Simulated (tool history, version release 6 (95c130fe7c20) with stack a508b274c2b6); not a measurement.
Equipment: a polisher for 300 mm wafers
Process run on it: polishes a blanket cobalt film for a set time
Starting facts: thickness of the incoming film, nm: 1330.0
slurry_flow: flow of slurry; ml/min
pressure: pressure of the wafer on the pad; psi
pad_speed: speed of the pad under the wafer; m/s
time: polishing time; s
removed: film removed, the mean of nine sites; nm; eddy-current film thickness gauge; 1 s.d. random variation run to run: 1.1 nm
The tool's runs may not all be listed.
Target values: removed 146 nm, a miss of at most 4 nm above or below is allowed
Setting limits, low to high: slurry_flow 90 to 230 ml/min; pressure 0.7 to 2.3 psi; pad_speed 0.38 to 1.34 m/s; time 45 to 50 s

Run 1, hour 0: slurry_flow 150 ml/min, pressure 1.5 psi, pad_speed 0.86 m/s, time 50 s. Result: removed 189.71 nm.
Run 2, hour 1.6: slurry_flow 150 ml/min, pressure 1.3 psi, pad_speed 0.86 m/s, time 50 s. Result: removed 167.91 nm.
Run 3, hour 5.7: slurry_flow 150 ml/min, pressure 1.5 psi, pad_speed 0.86 m/s, time 50 s. Result: removed 187.09 nm.
Run 4, hour 7.1: slurry_flow 150 ml/min, pressure 1.5 psi, pad_speed 0.96 m/s, time 50 s. Result: removed 207.61 nm.
Run 5, hour 15.4: slurry_flow 120 ml/min, pressure 1.5 psi, pad_speed 0.96 m/s, time 50 s. Result: removed 194.16 nm.
Run 6, hour 19.6: slurry_flow 120 ml/min, pressure 1.5 psi, pad_speed 0.88 m/s, time 50 s. Result: removed 182.77 nm.
Run 7, hour 21.3: slurry_flow 115 ml/min, pressure 1.4 psi, pad_speed 0.88 m/s, time 50 s. Result: removed 171.61 nm.
Run 8, hour 25.3: slurry_flow 110 ml/min, pressure 1.3 psi, pad_speed 0.88 m/s, time 50 s. Result: removed 159.26 nm.
Run 9, hour 30.7: slurry_flow 105 ml/min, pressure 1.3 psi, pad_speed 0.88 m/s, time 50 s. Result: removed 156.82 nm.
Run 10, hour 34.2: slurry_flow 100 ml/min, pressure 1.3 psi, pad_speed 0.88 m/s, time 50 s. Result: removed 154.99 nm.
Run 11, hour 39.3: slurry_flow 95 ml/min, pressure 1.3 psi, pad_speed 0.88 m/s, time 50 s. Result: removed 149.42 nm.

Next run, 4 choices. One meets every target within its allowed miss, the rest don't. Which?
Run A, hour 44.4: slurry_flow 150 ml/min, pressure 1.3 psi, pad_speed 0.8 m/s, time 46 s. Result: removed ?.
Run B, hour 44.4: slurry_flow 95 ml/min, pressure 1.3 psi, pad_speed 0.92 m/s, time 50 s. Result: removed ?.
Run C, hour 44.4: slurry_flow 95 ml/min, pressure 1.3 psi, pad_speed 0.9 m/s, time 50 s. Result: removed ?.
Run D, hour 44.4: slurry_flow 105 ml/min, pressure 1.1 psi, pad_speed 0.98 m/s, time 50 s. Result: removed ?.

move  removed
   A   144.42
   B   158.58
   C    155.5
   D   152.14
A: in spec on every target
B: the biggest miss grows against the last run
C: the biggest miss grows against the last run
D: the biggest miss grows against the last run
Move A is the one to make.

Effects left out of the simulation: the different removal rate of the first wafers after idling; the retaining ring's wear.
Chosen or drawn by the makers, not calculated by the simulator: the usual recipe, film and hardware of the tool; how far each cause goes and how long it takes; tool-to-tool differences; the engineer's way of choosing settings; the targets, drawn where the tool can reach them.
